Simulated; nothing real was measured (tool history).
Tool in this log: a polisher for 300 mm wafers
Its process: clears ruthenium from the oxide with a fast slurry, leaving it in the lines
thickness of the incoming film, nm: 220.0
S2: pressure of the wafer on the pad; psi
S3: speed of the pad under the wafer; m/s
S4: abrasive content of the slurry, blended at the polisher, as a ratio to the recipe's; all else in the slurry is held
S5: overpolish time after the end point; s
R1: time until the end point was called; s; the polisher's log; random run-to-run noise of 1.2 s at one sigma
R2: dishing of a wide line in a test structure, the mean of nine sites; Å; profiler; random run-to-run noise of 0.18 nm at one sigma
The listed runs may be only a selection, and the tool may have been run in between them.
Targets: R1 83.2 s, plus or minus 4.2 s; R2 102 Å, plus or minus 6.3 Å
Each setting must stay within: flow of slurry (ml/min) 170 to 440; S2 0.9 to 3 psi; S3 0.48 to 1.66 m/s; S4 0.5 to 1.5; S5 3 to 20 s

{"run": 1, "hour": 0.0, "flow of slurry (ml/min)": 280, "S2": 1.9, "S3": 1.06, "S4": 1, "S5": 10, "R1": 70.885, "R2": 280.77}
{"run": 2, "hour": 6.9, "flow of slurry (ml/min)": 320, "S2": 1.9, "S3": 1.06, "S4": 1, "S5": 10, "R1": 71.109, "R2": 283.08}
{"run": 3, "hour": 10.4, "flow of slurry (ml/min)": 290, "S2": 1.9, "S3": 1.06, "S4": 1, "S5": 10, "R1": 70.67, "R2": 287.71}
{"run": 4, "hour": 17.8, "flow of slurry (ml/min)": 290, "S2": 1.9, "S3": 1.06, "S4": 1, "S5": 13, "R1": 70.038, "R2": 357.48}
{"run": 5, "hour": 24.6, "flow of slurry (ml/min)": 260, "S2": 1.9, "S3": 1.06, "S4": 1, "S5": 13, "R1": 71.912, "R2": 365.96}
{"run": 6, "hour": 30.3, "flow of slurry (ml/min)": 260, "S2": 1.9, "S3": 1.06, "S4": 1, "S5": 15, "R1": 72.107, "R2": 414.44}
{"run": 7, "hour": 35.2, "flow of slurry (ml/min)": 320, "S2": 1.7, "S3": 1.02, "S4": 1, "S5": 11, "R1": 81.011, "R2": 269.25}
{"run": 8, "hour": 36.8, "flow of slurry (ml/min)": 360, "S2": 1.6, "S3": 1.04, "S4": 1, "S5": 8, "R1": 83.94, "R2": 197.76}
{"run": 9, "hour": 44.1, "flow of slurry (ml/min)": 360, "S2": 1.6, "S3": 1.04, "S4": 1, "S5": 8, "R1": 83.858, "R2": 194.29}
{"run": 10, "hour": 52.9, "flow of slurry (ml/min)": 385, "S2": 1.4, "S3": 1.14, "S4": 1, "S5": 6, "R1": 88.961, "R2": 145.19}
{"run": 11, "hour": 54.3, "flow of slurry (ml/min)": 390, "S2": 1.3, "S3": 1.28, "S4": 0.9, "S5": 5, "R1": 89.189, "R2": 117.05}
{"run": 12, "hour": 62.9, "flow of slurry (ml/min)": 390, "S2": 1.3, "S3": 1.32, "S4": 0.85, "S5": 5, "R1": 84.91, "R2": 121.04}
{"run": 13, "hour": 65.4, "flow of slurry (ml/min)": 390, "S2": 1.3, "S3": 1.34, "S4": 0.8, "S5": 5, "R1": 86.228, "R2": 125.07}

Below are 4 possible settings for the next run. Only one of them brings all results inside the allowed miss of their targets. Which is it?
{"run": "A", "hour": 67.9, "flow of slurry (ml/min)": 230, "S2": 1.5, "S3": 1.66, "S4": 0.6, "S5": 3, "R1": "?", "R2": "?"}
{"run": "B", "hour": 67.9, "flow of slurry (ml/min)": 390, "S2": 1.5, "S3": 1.22, "S4": 0.85, "S5": 4, "R1": "?", "R2": "?"}
{"run": "C", "hour": 67.9, "flow of slurry (ml/min)": 335, "S2": 1.3, "S3": 1.3, "S4": 0.8, "S5": 6, "R1": "?", "R2": "?"}
{"run": "D", "hour": 67.9, "flow of slurry (ml/min)": 360, "S2": 1.5, "S3": 1.34, "S4": 0.95, "S5": 3, "R1": "?", "R2": "?"}

move=A R1=72.104 R2=89.775
move=B R1=81.288 R2=105.73
move=C R1=90.679 R2=140.87
move=D R1=71.277 R2=90.791
A: carries the result that was furthest off beyond its target, to the other side
B: every result within its allowed miss
C: misses by more than the last run did
D: carries the result that was furthest off beyond its target, to the other side
B is the move that brings every result within its allowed miss.
